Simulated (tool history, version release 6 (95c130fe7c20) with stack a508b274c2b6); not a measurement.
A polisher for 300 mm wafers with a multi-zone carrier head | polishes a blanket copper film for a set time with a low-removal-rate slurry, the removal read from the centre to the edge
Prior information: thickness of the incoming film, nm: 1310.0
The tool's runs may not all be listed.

| run | hour | flow of slurry (ml/min) | pressure of the head's centre zone | pressure of the head's middle zone | pressure of the head's edge zone | abrasive content of the slurry | polishing time (s) | film removed at the wafer's centre (nm) | film removed at mid-radius (nm) | film removed at the wafer's edge (nm) |
|---|---|---|---|---|---|---|---|---|---|---|
| 1 | 0 | 250 | 1 | 1 | 1 | 1 | 88 | 229.19 | 227.84 | 222.56 |
| 2 | 7.4 | 235 | 0.95 | 0.95 | 0.97 | 0.85 | 80 | 190.24 | 190.52 | 196.02 |
| 3 | 15.6 | 225 | 0.92 | 0.92 | 0.94 | 0.75 | 74 | 167.48 | 171.3 | 172.99 |
| 4 | 20.3 | 225 | 0.92 | 0.98 | 0.94 | 0.75 | 74 | 166.21 | 174.46 | 173.98 |
| 5 | 28.9 | 225 | 0.92 | 0.98 | 0.94 | 0.75 | 89 | 201.29 | 213.99 | 209.11 |
| 6 | 30 | 225 | 0.92 | 0.98 | 0.99 | 0.75 | 89 | 201.86 | 213.33 | 212.76 |
| 7 | 36.2 | 210 | 0.89 | 0.93 | 0.98 | 0.65 | 80 | 169.26 | 180.33 | 183 |
| 8 | 40.8 | 200 | 0.88 | 0.89 | 1 | 0.6 | 74 | 152.54 | 159.35 | 169.42 |
| 9 | 47.7 | 190 | 0.87 | 0.87 | 0.99 | 0.55 | 71 | 140.63 | 149.87 | 162.4 |
| 10 | 56.4 | 190 | 0.87 | 0.87 | 0.99 | 0.55 | 71 | 140.89 | 149.57 | 161.12 |
| 11 | 60.2 | 185 | 0.87 | 0.85 | 0.98 | 0.55 | 68 | 132.25 | 141.08 | 150.87 |
| 12 | 66.8 | 185 | 0.87 | 0.84 | 0.98 | 0.55 | 67 | 132.56 | 135.09 | 151.08 |

Expected results for the next run?
| 13 | 75 | 180 | 0.86 | 0.83 | 0.95 | 0.55 | 67 | ? | ? | ? |

{"run 13": {"film removed at the wafer's centre (nm)": 128.79, "film removed at mid-radius (nm)": 133.16, "film removed at the wafer's edge (nm)": 144.48}}

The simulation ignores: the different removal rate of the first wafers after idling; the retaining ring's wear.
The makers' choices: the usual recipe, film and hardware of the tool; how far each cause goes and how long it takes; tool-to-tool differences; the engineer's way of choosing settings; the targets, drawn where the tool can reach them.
